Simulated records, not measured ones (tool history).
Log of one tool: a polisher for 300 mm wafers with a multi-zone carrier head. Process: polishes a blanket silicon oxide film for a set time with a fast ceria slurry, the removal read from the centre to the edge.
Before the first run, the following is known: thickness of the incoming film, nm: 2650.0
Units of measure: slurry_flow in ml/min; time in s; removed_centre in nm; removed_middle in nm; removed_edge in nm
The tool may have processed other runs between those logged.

{"run": 1, "hour": 0.0, "slurry_flow": 295, "centre_zone": 1.0, "middle_zone": 1.0, "edge_zone": 1.0, "time": 56, "removed_centre": 685.45, "removed_middle": 687.22, "removed_edge": 681.33}
{"run": 2, "hour": 7.8, "slurry_flow": 340, "centre_zone": 1.0, "middle_zone": 1.0, "edge_zone": 1.0, "time": 56, "removed_centre": 699.45, "removed_middle": 680.01, "removed_edge": 675.19}
{"run": 3, "hour": 15.6, "slurry_flow": 340, "centre_zone": 1.0, "middle_zone": 1.0, "edge_zone": 1.0, "time": 46, "removed_centre": 575.34, "removed_middle": 560.85, "removed_edge": 560.62}
{"run": 4, "hour": 19.9, "slurry_flow": 345, "centre_zone": 0.99, "middle_zone": 0.97, "edge_zone": 0.97, "time": 43, "removed_centre": 532.73, "removed_middle": 509.28, "removed_edge": 519.07}
{"run": 5, "hour": 22.6, "slurry_flow": 355, "centre_zone": 0.98, "middle_zone": 0.95, "edge_zone": 0.95, "time": 40, "removed_centre": 498.04, "removed_middle": 470.14, "removed_edge": 479.95}
{"run": 6, "hour": 26.9, "slurry_flow": 355, "centre_zone": 0.98, "middle_zone": 0.95, "edge_zone": 1.01, "time": 40, "removed_centre": 492.16, "removed_middle": 468.74, "removed_edge": 496.77}

For run 7, what comes out?
{"run": 7, "hour": 32.7, "slurry_flow": 365, "centre_zone": 0.97, "middle_zone": 0.93, "edge_zone": 0.99, "time": 38, "removed_centre": "?", "removed_middle": "?", "removed_edge": "?"}

removed_centre: 458.69 nm
removed_middle: 430.16 nm
removed_edge: 459.91 nm
